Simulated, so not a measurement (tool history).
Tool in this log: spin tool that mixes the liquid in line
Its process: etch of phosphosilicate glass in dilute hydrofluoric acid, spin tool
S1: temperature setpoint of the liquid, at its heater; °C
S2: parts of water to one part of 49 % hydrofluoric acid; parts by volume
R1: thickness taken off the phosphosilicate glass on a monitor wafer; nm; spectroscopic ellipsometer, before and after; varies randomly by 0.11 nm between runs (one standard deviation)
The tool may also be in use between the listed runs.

{"run": 1, "day": 0.0, "S1": 24, "S2": 270, "time under the liquid (s)": 35, "R1": 10.387}
{"run": 2, "day": 0.275, "S1": 26.5, "S2": 270, "time under the liquid (s)": 35, "R1": 11.37}
{"run": 3, "day": 0.379, "S1": 29.5, "S2": 270, "time under the liquid (s)": 35, "R1": 12.605}
{"run": 4, "day": 0.592, "S1": 30, "S2": 250, "time under the liquid (s)": 35, "R1": 14.266}
{"run": 5, "day": 0.938, "S1": 30.5, "S2": 235, "time under the liquid (s)": 35, "R1": 15.777}
{"run": 6, "day": 1.012, "S1": 30.5, "S2": 170, "time under the liquid (s)": 35, "R1": 23.425}

Run 7 has not been measured yet. What should we expect?
{"run": 7, "day": 1.071, "S1": 29.5, "S2": 170, "time under the liquid (s)": 35, "R1": "?"}

{"run 7": {"R1": 22.779}}
